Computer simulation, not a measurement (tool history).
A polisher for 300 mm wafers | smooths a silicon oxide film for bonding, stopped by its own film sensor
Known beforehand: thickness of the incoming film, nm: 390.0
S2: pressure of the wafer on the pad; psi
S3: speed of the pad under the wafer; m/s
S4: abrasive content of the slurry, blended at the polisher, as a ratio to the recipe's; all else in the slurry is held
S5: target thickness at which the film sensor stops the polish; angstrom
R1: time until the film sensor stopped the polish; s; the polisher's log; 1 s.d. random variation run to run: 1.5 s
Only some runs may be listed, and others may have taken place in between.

Run 1, hour 0.0: flow of slurry (ml/min) 265, S2 1.8 psi, S3 0.76 m/s, S4 1.00, S5 3540 angstrom. Result: R1 60.197 s.
Run 2, hour 5.7: flow of slurry (ml/min) 265, S2 1.8 psi, S3 0.58 m/s, S4 1.00, S5 3540 angstrom. Result: R1 74.954 s.
Run 3, hour 10.3: flow of slurry (ml/min) 265, S2 1.8 psi, S3 0.58 m/s, S4 0.85, S5 3540 angstrom. Result: R1 81.863 s.
Run 4, hour 18.4: flow of slurry (ml/min) 305, S2 1.8 psi, S3 0.58 m/s, S4 0.85, S5 3540 angstrom. Result: R1 78.683 s.
Run 5, hour 21.8: flow of slurry (ml/min) 335, S2 1.8 psi, S3 0.58 m/s, S4 0.85, S5 3540 angstrom. Result: R1 78.385 s.
Run 6, hour 29.7: flow of slurry (ml/min) 335, S2 1.8 psi, S3 0.58 m/s, S4 1.00, S5 3540 angstrom. Result: R1 76.518 s.

What will run 7 give?
Run 7, hour 30.7: flow of slurry (ml/min) 335, S2 1.7 psi, S3 0.58 m/s, S4 1.00, S5 3540 angstrom. Result: R1 ?.

R1: 78.269 s
